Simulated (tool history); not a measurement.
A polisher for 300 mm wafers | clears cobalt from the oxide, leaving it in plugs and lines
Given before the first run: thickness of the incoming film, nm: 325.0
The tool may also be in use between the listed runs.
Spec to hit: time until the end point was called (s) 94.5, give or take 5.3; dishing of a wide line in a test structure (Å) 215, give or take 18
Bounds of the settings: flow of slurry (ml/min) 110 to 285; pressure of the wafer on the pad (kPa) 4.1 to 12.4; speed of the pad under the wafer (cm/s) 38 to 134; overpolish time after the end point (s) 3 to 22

run  hour  flow of slurry (ml/min)  pressure of the wafer on the pad (kPa)  speed of the pad under the wafer (cm/s)  overpolish time after the end point (s)  time until the end point was called (s)  dishing of a wide line in a test structure (Å)
  1     0                      180                                     8.3                                       86                                       11                                   117.32                                           192.7
  2   2.6                      180                                       9                                       86                                       11                                   112.63                                          210.27
  3  11.6                      180                                       9                                       86                                       10                                   110.75                                          192.03
  4  12.4                      210                                       9                                       86                                       10                                   105.66                                          196.23
  5  20.3                      210                                     6.9                                       86                                       10                                    140.2                                          168.31
  6  28.9                      210                                     7.6                                       86                                       10                                   129.11                                          180.64
  7  29.9                      210                                     8.3                                       86                                       10                                   113.93                                          188.07
  8    37                      215                                     8.3                                       86                                       10                                   115.27                                          186.44
  9  41.6                      220                                       9                                       86                                       10                                   108.07                                          194.77

4 candidate next runs follow, results not yet known. Just one meets every target within its allowed miss. Identify it.
  A  46.2                      215                                       9                                      116                                       14                                        ?                                               ?
  B  46.2                      205                                     9.7                                      106                                       13                                        ?                                               ?
  C  46.2                      225                                     9.7                                       92                                       10                                        ?                                               ?
  D  46.2                      185                                       9                                      106                                       15                                        ?                                               ?

move  time until the end point was called (s)  dishing of a wide line in a test structure (Å)
   A                                    87.66                                          268.35
   B                                   87.823                                          259.54
   C                                   96.155                                          216.23
   D                                   95.828                                          266.29
A: pushes the last run's worst result past its target
B: pushes the last run's worst result past its target
C: all results in spec
D: meets the target for the result that was furthest off, but another lies outside its allowed miss
Move C is the one to make.
